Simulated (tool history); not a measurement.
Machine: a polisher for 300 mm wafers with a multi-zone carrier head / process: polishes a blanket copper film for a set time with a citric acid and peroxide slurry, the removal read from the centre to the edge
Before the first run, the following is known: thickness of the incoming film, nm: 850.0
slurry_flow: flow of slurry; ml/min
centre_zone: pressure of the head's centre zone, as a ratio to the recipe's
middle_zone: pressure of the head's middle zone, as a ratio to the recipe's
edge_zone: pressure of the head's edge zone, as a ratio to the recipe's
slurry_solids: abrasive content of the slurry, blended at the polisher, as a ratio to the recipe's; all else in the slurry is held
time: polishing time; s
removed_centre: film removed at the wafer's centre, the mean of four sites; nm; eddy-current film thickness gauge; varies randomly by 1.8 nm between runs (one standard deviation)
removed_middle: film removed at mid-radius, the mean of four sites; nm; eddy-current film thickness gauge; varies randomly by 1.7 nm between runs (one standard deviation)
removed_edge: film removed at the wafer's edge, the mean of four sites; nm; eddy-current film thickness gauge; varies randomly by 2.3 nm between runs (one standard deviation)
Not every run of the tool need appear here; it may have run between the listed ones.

run    day  slurry_flow  centre_zone  middle_zone  edge_zone  slurry_solids  time  removed_centre  removed_middle  removed_edge
  1  0.000          125         1.00         1.00       1.00           1.00    32          129.32          130.43        130.58
  2  0.121          125         1.00         1.00       0.91           1.00    32          126.93          130.69        121.82
  3  0.483          125         1.00         1.00       0.91           0.80    32          124.01          124.09        118.79
  4  0.654          125         1.00         1.00       0.95           0.80    32          123.89          125.79        119.97
  5  0.992          140         1.01         1.05       0.96           0.95    33          138.18          140.65        129.21
  6  1.183          140         1.01         1.05       0.96           0.95    39          162.97          168.21        155.12

Run 7 comes next. What will it give?
  7  1.354          150         1.00         1.08       0.97           1.00    39               ?               ?             ?

Run 7 measured removed_centre 163.17 nm, removed_middle 175.61 nm, removed_edge 153.96 nm.
